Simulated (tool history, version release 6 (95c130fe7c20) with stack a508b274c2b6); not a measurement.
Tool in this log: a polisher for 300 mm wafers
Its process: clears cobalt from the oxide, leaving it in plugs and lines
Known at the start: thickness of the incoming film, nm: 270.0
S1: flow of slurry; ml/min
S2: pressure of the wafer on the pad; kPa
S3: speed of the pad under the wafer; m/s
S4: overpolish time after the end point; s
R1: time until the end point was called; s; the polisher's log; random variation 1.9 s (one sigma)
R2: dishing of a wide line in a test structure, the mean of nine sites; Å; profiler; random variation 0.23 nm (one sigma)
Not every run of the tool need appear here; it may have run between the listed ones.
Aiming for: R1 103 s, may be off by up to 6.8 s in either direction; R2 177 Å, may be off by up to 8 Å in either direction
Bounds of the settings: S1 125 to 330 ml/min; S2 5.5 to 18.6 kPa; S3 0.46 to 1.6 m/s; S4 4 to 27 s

run 1 hour=0 | S1=210 S2=11.7 S3=1.02 S4=14 | R1=71.749 R2=337.66
run 2 hour=6.7 | S1=175 S2=11.7 S3=1.02 S4=14 | R1=77.696 R2=341.21
run 3 hour=12.7 | S1=140 S2=11.7 S3=1.02 S4=14 | R1=76.737 R2=330.67
run 4 hour=21.3 | S1=140 S2=11.7 S3=1.02 S4=16 | R1=76.871 R2=356.39
run 5 hour=25.4 | S1=140 S2=11.7 S3=1.02 S4=18 | R1=79.417 R2=385.67
run 6 hour=32.7 | S1=140 S2=9 S3=1.02 S4=18 | R1=102.63 R2=334.67
run 7 hour=39.2 | S1=140 S2=11 S3=0.84 S4=12 | R1=90.235 R2=264.25
run 8 hour=41.3 | S1=140 S2=11 S3=0.82 S4=10 | R1=97.616 R2=228.87
run 9 hour=47 | S1=145 S2=11 S3=0.8 S4=9 | R1=100.68 R2=206.5

Next run, 5 choices. One meets every target within its allowed miss, the rest don't. Which?
run A hour=52.7 | S1=130 S2=11.7 S3=0.74 S4=12 | R1=? R2=?
run B hour=52.7 | S1=125 S2=10.3 S3=0.78 S4=11 | R1=? R2=?
run C hour=52.7 | S1=150 S2=11 S3=0.72 S4=8 | R1=? R2=?
run D hour=52.7 | S1=215 S2=11 S3=0.66 S4=10 | R1=? R2=?
run E hour=52.7 | S1=145 S2=11 S3=0.84 S4=10 | R1=? R2=?

move=A R1=98.676 R2=249.48
move=B R1=108.02 R2=217.69
move=C R1=104.77 R2=172.17
move=D R1=106.69 R2=203.82
move=E R1=94.736 R2=223.79
A: misses by more than the last run did
B: misses by more than the last run did
C: in spec on every target
D: nearer than the last run, and not there yet
E: misses by more than the last run did
The right move is C.

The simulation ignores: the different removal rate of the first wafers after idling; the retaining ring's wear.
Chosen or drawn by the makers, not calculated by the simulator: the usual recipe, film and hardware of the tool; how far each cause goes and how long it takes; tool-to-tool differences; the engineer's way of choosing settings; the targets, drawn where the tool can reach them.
